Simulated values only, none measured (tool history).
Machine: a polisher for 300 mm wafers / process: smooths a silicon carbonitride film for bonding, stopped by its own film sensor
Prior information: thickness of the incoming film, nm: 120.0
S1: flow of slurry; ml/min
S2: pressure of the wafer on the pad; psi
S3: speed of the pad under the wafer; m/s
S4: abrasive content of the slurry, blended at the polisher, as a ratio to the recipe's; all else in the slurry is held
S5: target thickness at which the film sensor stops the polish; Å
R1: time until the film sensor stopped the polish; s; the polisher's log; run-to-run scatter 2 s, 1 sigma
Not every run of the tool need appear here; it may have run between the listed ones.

run 1 hour=0 | S1=220 S2=2.6 S3=0.9 S4=1 S5=950 | R1=96.099
run 2 hour=5.9 | S1=220 S2=2.3 S3=0.88 S4=1 S5=950 | R1=110.1
run 3 hour=14.2 | S1=220 S2=2.3 S3=0.88 S4=1.1 S5=950 | R1=105.62
run 4 hour=19.4 | S1=220 S2=2.1 S3=0.88 S4=1.1 S5=950 | R1=114.71
run 5 hour=23.1 | S1=220 S2=2 S3=0.88 S4=1.1 S5=950 | R1=118.56
run 6 hour=32.1 | S1=220 S2=2 S3=0.88 S4=1.2 S5=950 | R1=114.23
run 7 hour=37.4 | S1=220 S2=1.9 S3=0.88 S4=1.2 S5=950 | R1=120.72

For run 8, what comes out?
run 8 hour=39.2 | S1=220 S2=1.8 S3=0.88 S4=1.2 S5=950 | R1=?

Run 8 measured R1 127.37 s.
